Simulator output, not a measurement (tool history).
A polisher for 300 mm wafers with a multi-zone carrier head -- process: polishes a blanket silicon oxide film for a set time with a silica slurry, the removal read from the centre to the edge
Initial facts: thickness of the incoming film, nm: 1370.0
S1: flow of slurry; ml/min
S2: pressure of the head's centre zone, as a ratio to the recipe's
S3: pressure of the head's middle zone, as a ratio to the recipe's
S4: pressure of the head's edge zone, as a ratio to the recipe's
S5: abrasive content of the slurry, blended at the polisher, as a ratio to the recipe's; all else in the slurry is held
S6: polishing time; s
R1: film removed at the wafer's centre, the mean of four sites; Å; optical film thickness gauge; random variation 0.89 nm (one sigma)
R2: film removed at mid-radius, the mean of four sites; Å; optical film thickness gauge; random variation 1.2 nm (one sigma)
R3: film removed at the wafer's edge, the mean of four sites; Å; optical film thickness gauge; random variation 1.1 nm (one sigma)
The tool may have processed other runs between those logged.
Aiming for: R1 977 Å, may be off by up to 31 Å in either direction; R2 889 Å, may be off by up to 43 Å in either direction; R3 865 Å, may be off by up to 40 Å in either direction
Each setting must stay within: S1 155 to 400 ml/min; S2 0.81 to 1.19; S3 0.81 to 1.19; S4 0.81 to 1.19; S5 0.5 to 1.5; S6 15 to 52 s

| run | day | S1 | S2 | S3 | S4 | S5 | S6 | R1 | R2 | R3 |
|---|---|---|---|---|---|---|---|---|---|---|
| 1 | 0 | 255 | 1 | 1 | 1 | 1 | 33 | 1174.1 | 1171.2 | 1153 |
| 2 | 0.321 | 255 | 1 | 1 | 0.95 | 1 | 33 | 1163.8 | 1167.6 | 1140 |
| 3 | 0.492 | 255 | 1 | 1 | 1.02 | 1 | 33 | 1172.1 | 1180.3 | 1194.9 |
| 4 | 0.546 | 255 | 1.01 | 0.99 | 0.99 | 0.9 | 33 | 1087.7 | 1067.3 | 1084.8 |
| 5 | 0.567 | 255 | 1.02 | 0.99 | 0.96 | 0.85 | 33 | 1066 | 1027.5 | 1002 |
| 6 | 0.9 | 255 | 1.1 | 0.99 | 0.96 | 0.85 | 33 | 1139.3 | 1025.6 | 1025.4 |
| 7 | 1.262 | 250 | 1.09 | 0.98 | 0.94 | 0.85 | 33 | 1125.7 | 1015 | 980.77 |
| 8 | 1.542 | 245 | 1.07 | 0.96 | 0.93 | 0.85 | 33 | 1091.2 | 1028.1 | 978.04 |
| 9 | 1.638 | 250 | 1.07 | 0.96 | 0.93 | 0.8 | 33 | 1068.7 | 963.39 | 949.39 |
| 10 | 1.917 | 245 | 1.06 | 0.95 | 0.92 | 0.8 | 33 | 1039.6 | 948.31 | 948.72 |
| 11 | 2.179 | 230 | 1.07 | 0.95 | 0.83 | 0.65 | 33 | 821.64 | 755.01 | 707.74 |

5 next moves are on the table. One of them brings every result within its allowed miss. Which?
| A | 2.442 | 235 | 1.06 | 0.95 | 0.86 | 0.65 | 39 | ? | ? | ? |
| B | 2.442 | 200 | 1.02 | 0.86 | 0.92 | 0.75 | 38 | ? | ? | ? |
| C | 2.442 | 220 | 1.08 | 1.18 | 0.81 | 0.65 | 26 | ? | ? | ? |
| D | 2.442 | 175 | 0.81 | 0.81 | 1.14 | 0.6 | 37 | ? | ? | ? |
| E | 2.442 | 155 | 0.83 | 0.93 | 1.05 | 0.75 | 33 | ? | ? | ? |

| move | R1 | R2 | R3 |
|---|---|---|---|
| A | 975.68 | 900.46 | 861.39 |
| B | 1064.9 | 939.56 | 1009 |
| C | 658.44 | 717.7 | 556.29 |
| D | 627.28 | 651.09 | 811.56 |
| E | 745.95 | 849.41 | 910.66 |
A: in spec on every target
B: the result that was furthest off in the last run now lies on the other side of its target
C: further off than the last run
D: further off than the last run
E: further off than the last run
A meets every target.
